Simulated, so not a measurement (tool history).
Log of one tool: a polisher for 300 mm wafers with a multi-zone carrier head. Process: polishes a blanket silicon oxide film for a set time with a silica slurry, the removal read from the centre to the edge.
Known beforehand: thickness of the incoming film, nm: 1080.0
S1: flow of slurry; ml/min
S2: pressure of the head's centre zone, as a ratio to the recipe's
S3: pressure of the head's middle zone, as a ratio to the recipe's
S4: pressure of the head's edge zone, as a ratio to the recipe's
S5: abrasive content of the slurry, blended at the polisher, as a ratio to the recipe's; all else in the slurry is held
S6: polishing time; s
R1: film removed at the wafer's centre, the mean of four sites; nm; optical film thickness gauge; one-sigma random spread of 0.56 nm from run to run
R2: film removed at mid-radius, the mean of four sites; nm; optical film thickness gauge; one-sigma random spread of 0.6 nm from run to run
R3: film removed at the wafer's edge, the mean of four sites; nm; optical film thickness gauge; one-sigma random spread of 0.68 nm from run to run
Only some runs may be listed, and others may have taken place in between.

run 1 hour=0.0 | S1=280 S2=1.00 S3=1.00 S4=1.00 S5=1.00 S6=36 | R1=114.740 R2=115.080 R3=113.760
run 2 hour=4.4 | S1=280 S2=0.98 S3=1.00 S4=0.96 S5=0.85 S6=31 | R1=88.629 R2=91.271 R3=85.931
run 3 hour=6.2 | S1=280 S2=0.98 S3=1.00 S4=0.88 S5=0.85 S6=31 | R1=89.368 R2=89.355 R3=84.976
run 4 hour=7.2 | S1=280 S2=0.96 S3=0.99 S4=0.87 S5=0.75 S6=29 | R1=76.336 R2=77.007 R3=72.299
run 5 hour=11.8 | S1=280 S2=0.96 S3=1.03 S4=0.87 S5=0.75 S6=29 | R1=75.923 R2=80.590 R3=73.009
run 6 hour=17.8 | S1=285 S2=0.94 S3=1.01 S4=0.86 S5=0.65 S6=29 | R1=68.002 R2=72.815 R3=66.198

Run 7 comes next. What will it give?
run 7 hour=20.1 | S1=290 S2=0.93 S3=1.00 S4=0.85 S5=0.60 S6=29 | R1=? R2=? R3=?

Run 7 produced R1 64.232 nm, R2 68.539 nm, R3 61.973 nm.
